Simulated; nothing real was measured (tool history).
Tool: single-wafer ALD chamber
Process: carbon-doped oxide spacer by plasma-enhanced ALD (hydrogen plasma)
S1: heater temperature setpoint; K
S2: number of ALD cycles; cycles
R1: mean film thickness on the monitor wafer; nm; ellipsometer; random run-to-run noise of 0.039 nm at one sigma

{"run": 1, "hour": 0.0, "S1": 648.15, "S2": 298, "R1": 13.812}
{"run": 2, "hour": 5.0, "S1": 648.15, "S2": 274, "R1": 12.698}
{"run": 3, "hour": 9.4, "S1": 643.15, "S2": 274, "R1": 12.765}
{"run": 4, "hour": 13.7, "S1": 643.15, "S2": 313, "R1": 14.53}
{"run": 5, "hour": 18.7, "S1": 643.15, "S2": 285, "R1": 13.168}
{"run": 6, "hour": 21.1, "S1": 643.15, "S2": 254, "R1": 11.751}
{"run": 7, "hour": 24.1, "S1": 643.15, "S2": 245, "R1": 11.367}
{"run": 8, "hour": 31.1, "S1": 643.15, "S2": 239, "R1": 11.066}
{"run": 9, "hour": 38.3, "S1": 643.15, "S2": 239, "R1": 11.071}

Run 10 comes next. What will it give?
{"run": 10, "hour": 42.5, "S1": 643.15, "S2": 235, "R1": "?"}

{"run 10": {"R1": 10.851}}
